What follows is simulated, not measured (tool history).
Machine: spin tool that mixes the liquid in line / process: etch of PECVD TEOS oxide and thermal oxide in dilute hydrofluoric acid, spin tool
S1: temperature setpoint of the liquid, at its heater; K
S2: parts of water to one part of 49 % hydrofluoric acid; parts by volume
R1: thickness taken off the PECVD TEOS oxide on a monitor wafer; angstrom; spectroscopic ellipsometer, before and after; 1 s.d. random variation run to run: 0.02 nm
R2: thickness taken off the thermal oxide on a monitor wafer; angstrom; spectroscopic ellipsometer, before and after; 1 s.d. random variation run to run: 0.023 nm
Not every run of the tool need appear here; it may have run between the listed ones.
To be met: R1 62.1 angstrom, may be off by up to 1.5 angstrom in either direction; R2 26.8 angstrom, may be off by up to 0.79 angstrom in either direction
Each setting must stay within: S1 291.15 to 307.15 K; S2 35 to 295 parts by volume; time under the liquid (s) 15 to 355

{"run": 1, "hour": 0.0, "S1": 299.15, "S2": 165, "time under the liquid (s)": 180, "R1": 110.61, "R2": 48.044}
{"run": 2, "hour": 7.5, "S1": 297.15, "S2": 175, "time under the liquid (s)": 180, "R1": 96.163, "R2": 41.251}
{"run": 3, "hour": 13.7, "S1": 297.15, "S2": 155, "time under the liquid (s)": 180, "R1": 110.35, "R2": 48.053}
{"run": 4, "hour": 14.7, "S1": 295.65, "S2": 165, "time under the liquid (s)": 180, "R1": 96.694, "R2": 42.375}
{"run": 5, "hour": 21.3, "S1": 297.15, "S2": 165, "time under the liquid (s)": 180, "R1": 102.4, "R2": 44.195}
{"run": 6, "hour": 23.1, "S1": 295.65, "S2": 175, "time under the liquid (s)": 180, "R1": 90.677, "R2": 39.335}
{"run": 7, "hour": 26.3, "S1": 294.65, "S2": 185, "time under the liquid (s)": 180, "R1": 81.742, "R2": 34.67}
{"run": 8, "hour": 34.7, "S1": 294.15, "S2": 190, "time under the liquid (s)": 180, "R1": 77.847, "R2": 33.234}
{"run": 9, "hour": 41.8, "S1": 293.65, "S2": 195, "time under the liquid (s)": 180, "R1": 73.725, "R2": 31.787}
{"run": 10, "hour": 42.6, "S1": 293.15, "S2": 200, "time under the liquid (s)": 180, "R1": 69.971, "R2": 29.971}
{"run": 11, "hour": 47.5, "S1": 292.65, "S2": 200, "time under the liquid (s)": 180, "R1": 68.604, "R2": 29.489}
{"run": 12, "hour": 53.9, "S1": 292.15, "S2": 200, "time under the liquid (s)": 180, "R1": 67.361, "R2": 28.886}
{"run": 13, "hour": 60.2, "S1": 291.65, "S2": 205, "time under the liquid (s)": 180, "R1": 64.022, "R2": 27.448}

Which of these 4 next moves meets every target?
{"run": "A", "hour": 66.5, "S1": 294.15, "S2": 285, "time under the liquid (s)": 250, "R1": "?", "R2": "?"}
{"run": "B", "hour": 66.5, "S1": 291.15, "S2": 180, "time under the liquid (s)": 160, "R1": "?", "R2": "?"}
{"run": "C", "hour": 66.5, "S1": 293.15, "S2": 235, "time under the liquid (s)": 195, "R1": "?", "R2": "?"}
{"run": "D", "hour": 66.5, "S1": 292.65, "S2": 175, "time under the liquid (s)": 145, "R1": "?", "R2": "?"}

move=A R1=65.542 R2=28.084
move=B R1=65.38 R2=28.014
move=C R1=62.602 R2=26.824
move=D R1=64.995 R2=27.849
A: its largest miss is bigger than the last run's
B: its largest miss is bigger than the last run's
C: hits every target within its allowed miss
D: its largest miss is bigger than the last run's
Move C is the one to make.
